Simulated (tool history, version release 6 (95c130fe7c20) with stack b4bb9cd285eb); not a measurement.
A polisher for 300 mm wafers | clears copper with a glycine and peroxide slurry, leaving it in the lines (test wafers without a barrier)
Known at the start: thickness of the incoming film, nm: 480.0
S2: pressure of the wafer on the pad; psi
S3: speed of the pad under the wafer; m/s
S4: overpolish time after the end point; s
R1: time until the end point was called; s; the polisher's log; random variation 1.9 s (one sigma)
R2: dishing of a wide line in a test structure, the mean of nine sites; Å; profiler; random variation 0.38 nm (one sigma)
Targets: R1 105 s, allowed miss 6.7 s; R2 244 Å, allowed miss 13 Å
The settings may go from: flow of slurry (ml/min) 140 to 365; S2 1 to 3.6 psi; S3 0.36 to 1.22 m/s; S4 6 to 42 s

Run 1, hour 0: flow of slurry (ml/min) 235, S2 2.3 psi, S3 0.78 m/s, S4 21 s. Result: R1 140.27 s, R2 605.65 Å.
Run 2, hour 3.4: flow of slurry (ml/min) 235, S2 2.3 psi, S3 0.78 m/s, S4 15 s. Result: R1 135.05 s, R2 444.49 Å.
Run 3, hour 10.3: flow of slurry (ml/min) 230, S2 2.1 psi, S3 0.86 m/s, S4 13 s. Result: R1 133.57 s, R2 402.46 Å.
Run 4, hour 13.6: flow of slurry (ml/min) 230, S2 1.7 psi, S3 0.86 m/s, S4 13 s. Result: R1 152.32 s, R2 337.08 Å.
Run 5, hour 16.8: flow of slurry (ml/min) 230, S2 2 psi, S3 0.86 m/s, S4 13 s. Result: R1 133.88 s, R2 386.4 Å.
Run 6, hour 19: flow of slurry (ml/min) 230, S2 2.3 psi, S3 0.86 m/s, S4 13 s. Result: R1 122.36 s, R2 416.53 Å.
Run 7, hour 24: flow of slurry (ml/min) 215, S2 2.2 psi, S3 0.92 m/s, S4 12 s. Result: R1 125.51 s, R2 389.05 Å.
Run 8, hour 32: flow of slurry (ml/min) 235, S2 2 psi, S3 0.98 m/s, S4 11 s. Result: R1 125.92 s, R2 361.91 Å.
Run 9, hour 36.1: flow of slurry (ml/min) 220, S2 1.9 psi, S3 1.02 m/s, S4 10 s. Result: R1 125.21 s, R2 321.84 Å.

5 next moves are on the table. One of them brings every result within its allowed miss. Which?
Run A, hour 40.2: flow of slurry (ml/min) 175, S2 2 psi, S3 1.04 m/s, S4 6 s. Result: R1 ?, R2 ?.
Run B, hour 40.2: flow of slurry (ml/min) 220, S2 2.5 psi, S3 1.22 m/s, S4 6 s. Result: R1 ?, R2 ?.
Run C, hour 40.2: flow of slurry (ml/min) 295, S2 2.3 psi, S3 1.22 m/s, S4 6 s. Result: R1 ?, R2 ?.
Run D, hour 40.2: flow of slurry (ml/min) 235, S2 2.2 psi, S3 1.16 m/s, S4 6 s. Result: R1 ?, R2 ?.
Run E, hour 40.2: flow of slurry (ml/min) 190, S2 2.2 psi, S3 1.02 m/s, S4 6 s. Result: R1 ?, R2 ?.

move      R1      R2
   A   126.1  208.72
   B  90.845  283.29
   C  93.625  275.07
   D  103.38  251.08
   E  117.93  222.59
A: takes the result that was furthest off past its target
B: nearer than the last run, and not there yet
C: nearer than the last run, and not there yet
D: meets every target
E: takes the result that was furthest off past its target
The right move is D.

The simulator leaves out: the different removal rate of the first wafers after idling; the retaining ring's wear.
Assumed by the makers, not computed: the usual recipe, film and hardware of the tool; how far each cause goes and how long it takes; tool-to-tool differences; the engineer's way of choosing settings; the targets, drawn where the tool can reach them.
